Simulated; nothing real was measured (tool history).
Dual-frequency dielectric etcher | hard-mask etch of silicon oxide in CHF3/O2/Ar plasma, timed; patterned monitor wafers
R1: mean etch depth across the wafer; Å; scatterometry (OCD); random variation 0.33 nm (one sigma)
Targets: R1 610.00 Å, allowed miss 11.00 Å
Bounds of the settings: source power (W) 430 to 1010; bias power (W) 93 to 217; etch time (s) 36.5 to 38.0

{"run": 1, "hour": 0.0, "source power (W)": 720, "bias power (W)": 155, "etch time (s)": 36.5, "R1": 759.03}
{"run": 2, "hour": 7.1, "source power (W)": 720, "bias power (W)": 155, "etch time (s)": 38.0, "R1": 783.96}
{"run": 3, "hour": 11.5, "source power (W)": 720, "bias power (W)": 165, "etch time (s)": 38.0, "R1": 806.38}
{"run": 4, "hour": 13.4, "source power (W)": 660, "bias power (W)": 152, "etch time (s)": 38.0, "R1": 758.59}
{"run": 5, "hour": 14.4, "source power (W)": 550, "bias power (W)": 152, "etch time (s)": 38.0, "R1": 697.06}
{"run": 6, "hour": 22.0, "source power (W)": 530, "bias power (W)": 147, "etch time (s)": 38.0, "R1": 683.09}
{"run": 7, "hour": 25.5, "source power (W)": 510, "bias power (W)": 143, "etch time (s)": 38.0, "R1": 650.95}
{"run": 8, "hour": 27.4, "source power (W)": 490, "bias power (W)": 142, "etch time (s)": 38.0, "R1": 649.47}

5 next moves are on the table. One of them brings every result within its allowed miss. Which?
{"run": "A", "hour": 29.3, "source power (W)": 650, "bias power (W)": 145, "etch time (s)": 37.5, "R1": "?"}
{"run": "B", "hour": 29.3, "source power (W)": 500, "bias power (W)": 130, "etch time (s)": 37.0, "R1": "?"}
{"run": "C", "hour": 29.3, "source power (W)": 430, "bias power (W)": 134, "etch time (s)": 37.5, "R1": "?"}
{"run": "D", "hour": 29.3, "source power (W)": 510, "bias power (W)": 149, "etch time (s)": 38.0, "R1": "?"}
{"run": "E", "hour": 29.3, "source power (W)": 510, "bias power (W)": 134, "etch time (s)": 37.5, "R1": "?"}

move=A R1=719.25
move=B R1=607.52
move=C R1=585.13
move=D R1=666.61
move=E R1=628.93
A: further off than the last run
B: meets every target
C: takes the result that was furthest off past its target
D: further off than the last run
E: nearer than the last run, and not there yet
Answer: B

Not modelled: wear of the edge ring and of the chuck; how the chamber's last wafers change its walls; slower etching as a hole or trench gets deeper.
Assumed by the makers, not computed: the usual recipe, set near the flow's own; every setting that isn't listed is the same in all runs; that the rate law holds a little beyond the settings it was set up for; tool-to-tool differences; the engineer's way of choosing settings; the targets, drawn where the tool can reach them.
